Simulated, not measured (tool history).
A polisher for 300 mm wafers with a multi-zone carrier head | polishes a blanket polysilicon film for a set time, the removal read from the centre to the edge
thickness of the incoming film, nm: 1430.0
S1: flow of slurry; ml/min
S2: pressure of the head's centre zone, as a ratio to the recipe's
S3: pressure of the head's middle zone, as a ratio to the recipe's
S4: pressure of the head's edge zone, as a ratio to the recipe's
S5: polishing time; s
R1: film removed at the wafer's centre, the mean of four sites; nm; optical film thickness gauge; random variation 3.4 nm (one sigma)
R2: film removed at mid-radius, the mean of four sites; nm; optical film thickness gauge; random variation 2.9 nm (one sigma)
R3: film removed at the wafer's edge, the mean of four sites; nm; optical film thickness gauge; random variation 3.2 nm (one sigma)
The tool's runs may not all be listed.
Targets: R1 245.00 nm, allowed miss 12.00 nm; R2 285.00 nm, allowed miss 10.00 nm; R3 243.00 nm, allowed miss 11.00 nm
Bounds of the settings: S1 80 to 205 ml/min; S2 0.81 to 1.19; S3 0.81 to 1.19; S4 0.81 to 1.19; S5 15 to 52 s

Run 1, hour 0.0: S1 135 ml/min, S2 1.00, S3 1.00, S4 1.00, S5 33 s. Result: R1 203.10 nm, R2 204.36 nm, R3 204.31 nm.
Run 2, hour 8.1: S1 145 ml/min, S2 1.00, S3 1.04, S4 1.01, S5 34 s. Result: R1 215.14 nm, R2 223.76 nm, R3 213.48 nm.
Run 3, hour 15.5: S1 145 ml/min, S2 1.00, S3 1.04, S4 0.94, S5 34 s. Result: R1 217.13 nm, R2 225.41 nm, R3 204.04 nm.
Run 4, hour 16.8: S1 150 ml/min, S2 1.00, S3 1.06, S4 0.96, S5 35 s. Result: R1 221.83 nm, R2 233.02 nm, R3 211.84 nm.
Run 5, hour 20.6: S1 155 ml/min, S2 1.00, S3 1.08, S4 0.97, S5 36 s. Result: R1 231.82 nm, R2 250.01 nm, R3 221.13 nm.
Run 6, hour 22.6: S1 160 ml/min, S2 1.00, S3 1.09, S4 0.98, S5 36 s. Result: R1 224.44 nm, R2 247.69 nm, R3 224.38 nm.
Run 7, hour 24.6: S1 160 ml/min, S2 1.01, S3 1.11, S4 0.98, S5 37 s. Result: R1 234.74 nm, R2 257.80 nm, R3 234.81 nm.
Run 8, hour 30.6: S1 165 ml/min, S2 1.01, S3 1.12, S4 0.97, S5 37 s. Result: R1 240.50 nm, R2 261.35 nm, R3 232.50 nm.

Which of these 5 next moves meets every target?
Run A, hour 36.6: S1 165 ml/min, S2 0.98, S3 1.19, S4 1.00, S5 38 s. Result: R1 ?, R2 ?, R3 ?.
Run B, hour 36.6: S1 95 ml/min, S2 0.92, S3 1.10, S4 0.97, S5 42 s. Result: R1 ?, R2 ?, R3 ?.
Run C, hour 36.6: S1 160 ml/min, S2 1.08, S3 1.06, S4 1.11, S5 36 s. Result: R1 ?, R2 ?, R3 ?.
Run D, hour 36.6: S1 170 ml/min, S2 0.99, S3 0.99, S4 1.05, S5 38 s. Result: R1 ?, R2 ?, R3 ?.
Run E, hour 36.6: S1 170 ml/min, S2 1.02, S3 1.01, S4 0.94, S5 36 s. Result: R1 ?, R2 ?, R3 ?.

move      R1      R2      R3
   A  240.88  280.03  247.85
   B  224.43  262.85  252.69
   C  249.01  238.93  246.87
   D  244.10  240.30  255.32
   E  238.01  231.53  229.26
A: meets every target
B: nearer than the last run, and not there yet
C: further off than the last run
D: further off than the last run
E: further off than the last run
Answer: A
